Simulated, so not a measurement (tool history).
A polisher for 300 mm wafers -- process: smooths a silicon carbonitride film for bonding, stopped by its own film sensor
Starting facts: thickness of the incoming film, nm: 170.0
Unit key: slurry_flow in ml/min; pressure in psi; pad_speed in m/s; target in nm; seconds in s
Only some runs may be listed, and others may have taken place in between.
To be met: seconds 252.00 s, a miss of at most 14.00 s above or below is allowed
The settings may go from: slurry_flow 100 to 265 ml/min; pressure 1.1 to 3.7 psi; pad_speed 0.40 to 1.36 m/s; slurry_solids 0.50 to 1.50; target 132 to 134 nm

Run 1, day 0.000: slurry_flow 170 ml/min, pressure 2.4 psi, pad_speed 0.88 m/s, slurry_solids 1.00, target 134 nm. Result: seconds 156.32 s.
Run 2, day 0.292: slurry_flow 170 ml/min, pressure 2.4 psi, pad_speed 0.88 m/s, slurry_solids 0.80, target 134 nm. Result: seconds 162.33 s.
Run 3, day 0.446: slurry_flow 170 ml/min, pressure 2.0 psi, pad_speed 0.88 m/s, slurry_solids 0.80, target 134 nm. Result: seconds 182.10 s.
Run 4, day 0.621: slurry_flow 170 ml/min, pressure 1.7 psi, pad_speed 0.86 m/s, slurry_solids 0.80, target 134 nm. Result: seconds 200.10 s.
Run 5, day 0.958: slurry_flow 170 ml/min, pressure 1.5 psi, pad_speed 0.84 m/s, slurry_solids 0.80, target 134 nm. Result: seconds 219.06 s.
Run 6, day 1.283: slurry_flow 190 ml/min, pressure 1.5 psi, pad_speed 0.84 m/s, slurry_solids 0.80, target 134 nm. Result: seconds 221.32 s.
Run 7, day 1.604: slurry_flow 190 ml/min, pressure 1.5 psi, pad_speed 0.84 m/s, slurry_solids 0.80, target 134 nm. Result: seconds 215.74 s.
Run 8, day 1.796: slurry_flow 190 ml/min, pressure 1.4 psi, pad_speed 0.82 m/s, slurry_solids 0.80, target 134 nm. Result: seconds 229.13 s.
Run 9, day 1.842: slurry_flow 190 ml/min, pressure 1.3 psi, pad_speed 0.82 m/s, slurry_solids 0.80, target 134 nm. Result: seconds 230.24 s.

Which one of the following 5 next-run settings gets every result inside its allowed miss? There is exactly one.
Run A, day 1.888: slurry_flow 155 ml/min, pressure 1.4 psi, pad_speed 0.74 m/s, slurry_solids 0.75, target 134 nm. Result: seconds ?.
Run B, day 1.888: slurry_flow 175 ml/min, pressure 1.3 psi, pad_speed 0.64 m/s, slurry_solids 0.85, target 134 nm. Result: seconds ?.
Run C, day 1.888: slurry_flow 205 ml/min, pressure 1.7 psi, pad_speed 0.78 m/s, slurry_solids 0.80, target 134 nm. Result: seconds ?.
Run D, day 1.888: slurry_flow 175 ml/min, pressure 1.4 psi, pad_speed 0.84 m/s, slurry_solids 0.90, target 133 nm. Result: seconds ?.
Run E, day 1.888: slurry_flow 195 ml/min, pressure 2.3 psi, pad_speed 0.76 m/s, slurry_solids 0.70, target 133 nm. Result: seconds ?.

move  seconds
   A   258.79
   B   283.53
   C   212.24
   D   224.81
   E   196.41
A: meets every target
B: carries the result that was furthest off beyond its target, to the other side
C: moves away from the targets compared with the last run
D: moves away from the targets compared with the last run
E: moves away from the targets compared with the last run
A meets every target.
